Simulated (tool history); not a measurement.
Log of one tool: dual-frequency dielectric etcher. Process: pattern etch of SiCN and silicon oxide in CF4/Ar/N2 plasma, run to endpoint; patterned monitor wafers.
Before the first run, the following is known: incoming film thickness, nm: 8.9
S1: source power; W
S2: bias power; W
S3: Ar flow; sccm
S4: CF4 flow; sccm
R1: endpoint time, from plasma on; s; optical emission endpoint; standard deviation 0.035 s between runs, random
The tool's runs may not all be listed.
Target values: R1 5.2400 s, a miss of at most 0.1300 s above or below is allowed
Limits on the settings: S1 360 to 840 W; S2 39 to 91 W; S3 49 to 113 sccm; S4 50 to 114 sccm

| run | hour | S1 | S2 | S3 | S4 | R1 |
|---|---|---|---|---|---|---|
| 1 | 0.0 | 600 | 65 | 81 | 82 | 7.5018 |
| 2 | 6.8 | 560 | 65 | 81 | 82 | 8.1081 |
| 3 | 9.4 | 600 | 65 | 81 | 82 | 7.6259 |
| 4 | 10.5 | 600 | 65 | 81 | 92 | 7.5214 |
| 5 | 16.7 | 600 | 65 | 69 | 92 | 7.3677 |
| 6 | 19.1 | 600 | 65 | 58 | 92 | 7.2429 |
| 7 | 27.7 | 650 | 66 | 58 | 92 | 6.5652 |
| 8 | 30.7 | 770 | 68 | 57 | 92 | 5.3972 |
| 9 | 32.3 | 770 | 68 | 57 | 92 | 5.4665 |

Of the 5 settings listed for the next run, only one would bring every result within its allowed miss of target. Which one?
| A | 33.9 | 800 | 63 | 57 | 105 | ? |
| B | 33.9 | 720 | 74 | 66 | 82 | ? |
| C | 33.9 | 730 | 68 | 56 | 97 | ? |
| D | 33.9 | 740 | 73 | 66 | 79 | ? |
| E | 33.9 | 800 | 61 | 75 | 83 | ? |

| move | R1 |
|---|---|
| A | 5.2482 |
| B | 5.9217 |
| C | 5.7485 |
| D | 5.7956 |
| E | 5.5843 |
A: hits every target within its allowed miss
B: moves away from the targets compared with the last run
C: moves away from the targets compared with the last run
D: moves away from the targets compared with the last run
E: moves away from the targets compared with the last run
A meets every target.
